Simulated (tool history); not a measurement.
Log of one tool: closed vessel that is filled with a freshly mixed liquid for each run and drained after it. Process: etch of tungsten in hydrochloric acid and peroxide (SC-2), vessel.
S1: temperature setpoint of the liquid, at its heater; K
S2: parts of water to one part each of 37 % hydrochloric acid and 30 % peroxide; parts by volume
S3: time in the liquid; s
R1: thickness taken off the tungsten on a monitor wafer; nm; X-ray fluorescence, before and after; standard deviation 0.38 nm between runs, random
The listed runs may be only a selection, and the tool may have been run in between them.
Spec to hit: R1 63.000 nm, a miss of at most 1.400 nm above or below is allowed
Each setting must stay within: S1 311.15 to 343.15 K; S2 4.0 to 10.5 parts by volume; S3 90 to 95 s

run 1 hour=0.0 | S1=327.15 S2=5.5 S3=90 | R1=23.127
run 2 hour=8.4 | S1=332.15 S2=5.5 S3=90 | R1=31.229
run 3 hour=13.3 | S1=332.15 S2=5.5 S3=95 | R1=33.494
run 4 hour=16.5 | S1=335.15 S2=5.5 S3=95 | R1=40.721
run 5 hour=22.1 | S1=330.15 S2=5.5 S3=95 | R1=29.421
run 6 hour=25.0 | S1=330.15 S2=4.0 S3=95 | R1=36.817
run 7 hour=30.4 | S1=333.15 S2=4.0 S3=95 | R1=44.338
run 8 hour=32.6 | S1=335.15 S2=4.0 S3=95 | R1=50.810
run 9 hour=34.4 | S1=335.15 S2=4.0 S3=95 | R1=50.345
run 10 hour=35.3 | S1=336.15 S2=4.0 S3=95 | R1=53.823

Which single option among these 4 for the next run brings every result within its allowed miss of target? Just one does.
run A hour=36.2 | S1=338.65 S2=4.0 S3=95 | R1=?
run B hour=36.2 | S1=340.15 S2=4.5 S3=90 | R1=?
run C hour=36.2 | S1=342.15 S2=5.0 S3=95 | R1=?
run D hour=36.2 | S1=337.65 S2=4.0 S3=95 | R1=?

move=A R1=62.873
move=B R1=60.200
move=C R1=66.506
move=D R1=59.159
A: meets every target
B: gains on the last run, yet a result remains outside its allowed miss
C: moves the result that the last run missed by most past its target, out the other side
D: gains on the last run, yet a result remains outside its allowed miss
The move that meets every target is A.
